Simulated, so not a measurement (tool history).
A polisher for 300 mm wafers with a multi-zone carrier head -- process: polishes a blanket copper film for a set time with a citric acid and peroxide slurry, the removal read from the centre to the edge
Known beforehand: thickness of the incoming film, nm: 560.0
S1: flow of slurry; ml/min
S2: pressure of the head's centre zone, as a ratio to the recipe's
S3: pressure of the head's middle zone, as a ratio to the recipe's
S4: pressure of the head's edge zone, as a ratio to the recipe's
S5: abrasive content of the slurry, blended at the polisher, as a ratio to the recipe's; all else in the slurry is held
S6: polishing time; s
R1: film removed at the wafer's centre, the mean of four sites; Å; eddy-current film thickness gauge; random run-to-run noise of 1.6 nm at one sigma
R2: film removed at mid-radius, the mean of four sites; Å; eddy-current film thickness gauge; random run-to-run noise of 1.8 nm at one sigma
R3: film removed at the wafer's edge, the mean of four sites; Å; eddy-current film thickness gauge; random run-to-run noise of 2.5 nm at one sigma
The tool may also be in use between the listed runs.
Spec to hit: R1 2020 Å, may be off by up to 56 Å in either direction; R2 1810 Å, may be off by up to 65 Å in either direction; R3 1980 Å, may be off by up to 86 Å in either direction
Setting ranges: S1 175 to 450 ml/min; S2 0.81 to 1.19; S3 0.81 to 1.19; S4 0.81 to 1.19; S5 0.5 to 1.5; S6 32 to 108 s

| run | hour | S1 | S2 | S3 | S4 | S5 | S6 | R1 | R2 | R3 |
|---|---|---|---|---|---|---|---|---|---|---|
| 1 | 0 | 290 | 1 | 1 | 1 | 1 | 70 | 1768.5 | 1760 | 1727.8 |
| 2 | 4.3 | 300 | 1.02 | 0.99 | 1.04 | 1.05 | 70 | 1858.4 | 1767.8 | 1767.1 |
| 3 | 7.7 | 300 | 1.02 | 0.98 | 1.07 | 1.1 | 70 | 1864.3 | 1786.7 | 1844.3 |
| 4 | 11.4 | 300 | 1.02 | 0.98 | 1.07 | 1 | 70 | 1822.8 | 1762.9 | 1791.6 |
| 5 | 20.1 | 300 | 1.02 | 0.92 | 1.07 | 1 | 70 | 1797.3 | 1635.2 | 1770.6 |
| 6 | 25.2 | 305 | 1.03 | 0.93 | 1.1 | 1.05 | 70 | 1871.2 | 1670.6 | 1853.1 |
| 7 | 30.8 | 315 | 1.04 | 0.94 | 1.12 | 1.05 | 70 | 1876.6 | 1708.5 | 1873.9 |
| 8 | 39.5 | 320 | 1.05 | 0.95 | 1.13 | 1.05 | 70 | 1920.1 | 1707.9 | 1918.3 |
| 9 | 44 | 330 | 1.06 | 0.96 | 1.13 | 1.05 | 70 | 1930.4 | 1721.1 | 1864.5 |
| 10 | 47.2 | 330 | 1.06 | 0.97 | 1.14 | 1.1 | 70 | 1934.6 | 1782.6 | 1922.8 |

Of the 4 settings listed for the next run, only one would bring every result within its allowed miss of target. Which one?
| A | 50.4 | 385 | 1.03 | 0.9 | 1.19 | 0.9 | 72 | ? | ? | ? |
| B | 50.4 | 270 | 1.15 | 0.94 | 1.13 | 0.9 | 71 | ? | ? | ? |
| C | 50.4 | 315 | 0.97 | 0.93 | 1.16 | 1.2 | 79 | ? | ? | ? |
| D | 50.4 | 300 | 1.07 | 0.97 | 1.17 | 1.2 | 71 | ? | ? | ? |

| move | R1 | R2 | R3 |
|---|---|---|---|
| A | 1901.8 | 1706 | 1979.8 |
| B | 2016.4 | 1683 | 1850.5 |
| C | 2015.7 | 1977.8 | 2212.3 |
| D | 1989.2 | 1831 | 1988 |
A: lands further from the targets than the last run did
B: brings the last run's worst result on target, with another outside its allowed miss
C: brings the last run's worst result on target, with another outside its allowed miss
D: every result lands within tolerance
The move that meets every target is D.
